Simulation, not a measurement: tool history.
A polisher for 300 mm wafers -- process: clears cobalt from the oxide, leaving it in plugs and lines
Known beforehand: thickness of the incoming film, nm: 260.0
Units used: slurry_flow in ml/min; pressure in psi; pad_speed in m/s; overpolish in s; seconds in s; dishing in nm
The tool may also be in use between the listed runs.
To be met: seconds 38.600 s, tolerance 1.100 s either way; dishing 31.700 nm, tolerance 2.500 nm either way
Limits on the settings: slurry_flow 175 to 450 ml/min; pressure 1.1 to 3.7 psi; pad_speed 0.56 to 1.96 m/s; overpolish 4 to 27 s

run	hour	slurry_flow	pressure	pad_speed	overpolish	seconds	dishing
1	0.0	290	2.4	1.26	14	29.714	34.501
2	7.3	290	2.0	1.26	14	35.332	33.699
3	16.0	225	2.0	1.26	14	37.095	34.650
4	21.9	225	2.0	1.26	12	36.962	32.855
5	22.7	220	2.0	1.26	11	36.826	31.403
6	29.6	220	2.0	1.04	11	45.157	28.762
7	34.9	250	2.1	1.04	12	42.349	31.694
8	38.5	270	2.1	1.04	12	41.674	32.427
9	46.9	280	2.1	1.04	11	41.776	30.668
10	47.9	295	2.1	1.04	11	41.374	32.092
11	54.0	300	2.1	1.04	10	41.020	31.431
12	55.5	310	2.1	1.04	10	41.433	29.875
13	61.9	315	2.1	1.04	11	41.206	31.267
14	64.6	320	2.1	1.04	11	41.157	32.147
15	66.9	325	2.1	1.04	11	41.203	31.731

Exactly one of the 5 candidate moves below puts every result within its allowed miss. Which one?
A	69.2	285	2.0	0.98	11	?	?
B	69.2	310	2.6	0.90	12	?	?
C	69.2	310	1.7	1.20	10	?	?
D	69.2	370	3.0	0.72	21	?	?
E	69.2	350	1.6	1.34	13	?	?

move	seconds	dishing
A	46.314	29.609
B	38.661	32.289
C	44.163	29.046
D	40.985	35.389
E	41.603	32.375
A: the biggest miss grows against the last run
B: all results land within tolerance of their targets
C: the biggest miss grows against the last run
D: nearer than the last run, and not there yet
E: the biggest miss grows against the last run
B is the move that brings every result within its allowed miss.

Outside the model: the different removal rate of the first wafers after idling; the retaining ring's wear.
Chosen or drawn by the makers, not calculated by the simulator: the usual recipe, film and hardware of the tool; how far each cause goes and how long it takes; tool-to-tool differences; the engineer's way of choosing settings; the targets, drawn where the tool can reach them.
